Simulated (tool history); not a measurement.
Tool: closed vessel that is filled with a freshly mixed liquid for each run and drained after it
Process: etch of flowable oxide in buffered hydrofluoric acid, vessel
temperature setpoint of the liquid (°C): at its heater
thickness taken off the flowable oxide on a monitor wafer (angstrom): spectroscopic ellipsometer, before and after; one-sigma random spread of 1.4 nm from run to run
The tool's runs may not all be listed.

| run | hour | temperature setpoint of the liquid (°C) | parts of 40 % ammonium fluoride to one part of 49 % hydrofluoric acid (parts by volume) | time in the liquid (s) | thickness taken off the flowable oxide on a monitor wafer (angstrom) |
|---|---|---|---|---|---|
| 1 | 0.0 | 24.0 | 15.5 | 90 | 2713.5 |
| 2 | 9.0 | 26.5 | 15.5 | 90 | 3107.2 |
| 3 | 11.3 | 26.5 | 15.5 | 90 | 3107.5 |
| 4 | 15.7 | 25.0 | 15.5 | 90 | 2863.6 |
| 5 | 23.5 | 26.0 | 15.5 | 90 | 3036.6 |
| 6 | 27.1 | 27.0 | 15.5 | 90 | 3182.5 |
| 7 | 35.2 | 27.5 | 15.5 | 90 | 3280.6 |

The next listed run, before its measurement:
| 8 | 43.6 | 30.5 | 15.5 | 90 | ? |

Run 8 produced thickness taken off the flowable oxide on a monitor wafer (angstrom) 3840.1.
